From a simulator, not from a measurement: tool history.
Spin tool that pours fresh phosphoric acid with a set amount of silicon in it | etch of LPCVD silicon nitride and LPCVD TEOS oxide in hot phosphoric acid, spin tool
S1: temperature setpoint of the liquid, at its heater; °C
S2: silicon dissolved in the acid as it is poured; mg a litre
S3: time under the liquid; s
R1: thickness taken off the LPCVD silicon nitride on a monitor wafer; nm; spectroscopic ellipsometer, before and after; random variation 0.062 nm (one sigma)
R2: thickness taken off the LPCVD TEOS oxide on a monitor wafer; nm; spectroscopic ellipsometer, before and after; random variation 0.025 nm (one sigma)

| run | hour | S1 | S2 | S3 | R1 | R2 |
|---|---|---|---|---|---|---|
| 1 | 0 | 160 | 11.5 | 90 | 8.0038 | 0.2334 |
| 2 | 6.3 | 160 | 11.5 | 130 | 11.553 | 0.36276 |
| 3 | 13.3 | 160 | 11.5 | 170 | 15.111 | 0.5426 |
| 4 | 21.2 | 160 | 11.5 | 180 | 16.109 | 0.52417 |
| 5 | 22 | 161 | 11.5 | 180 | 16.612 | 0.66005 |
| 6 | 28.4 | 162 | 11.5 | 180 | 17.289 | 0.70456 |

Run 7 comes next. What will it give?
| 7 | 30.1 | 161.5 | 11.5 | 175 | ? | ? |

R1: 16.301 nm
R2: 0.63252 nm

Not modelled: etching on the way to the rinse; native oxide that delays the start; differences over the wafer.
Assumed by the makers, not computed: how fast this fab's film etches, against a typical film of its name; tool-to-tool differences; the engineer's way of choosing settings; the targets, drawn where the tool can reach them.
